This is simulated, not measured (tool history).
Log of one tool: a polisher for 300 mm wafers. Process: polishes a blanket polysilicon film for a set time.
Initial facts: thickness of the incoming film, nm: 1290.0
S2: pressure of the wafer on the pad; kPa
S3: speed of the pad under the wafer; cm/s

run 1 hour=0.0 | flow_of_slurry_(ml/min)=145 S2=22.1 S3=88 polishing_time_(s)=71 | film_removed_(Å)=5116.9
run 2 hour=2.8 | flow_of_slurry_(ml/min)=150 S2=22.8 S3=88 polishing_time_(s)=71 | film_removed_(Å)=5375.2
run 3 hour=5.8 | flow_of_slurry_(ml/min)=150 S2=24.8 S3=88 polishing_time_(s)=71 | film_removed_(Å)=5902.9
run 4 hour=13.4 | flow_of_slurry_(ml/min)=150 S2=22.8 S3=88 polishing_time_(s)=71 | film_removed_(Å)=5335.4
run 5 hour=17.7 | flow_of_slurry_(ml/min)=150 S2=28.3 S3=88 polishing_time_(s)=71 | film_removed_(Å)=6587.3
run 6 hour=18.6 | flow_of_slurry_(ml/min)=150 S2=28.3 S3=106 polishing_time_(s)=71 | film_removed_(Å)=7926.2

Predict the results of run 7:
run 7 hour=19.3 | flow_of_slurry_(ml/min)=145 S2=27.6 S3=106 polishing_time_(s)=71 | film_removed_(Å)=?

Logged for run 7: film removed (Å) 7755.3.
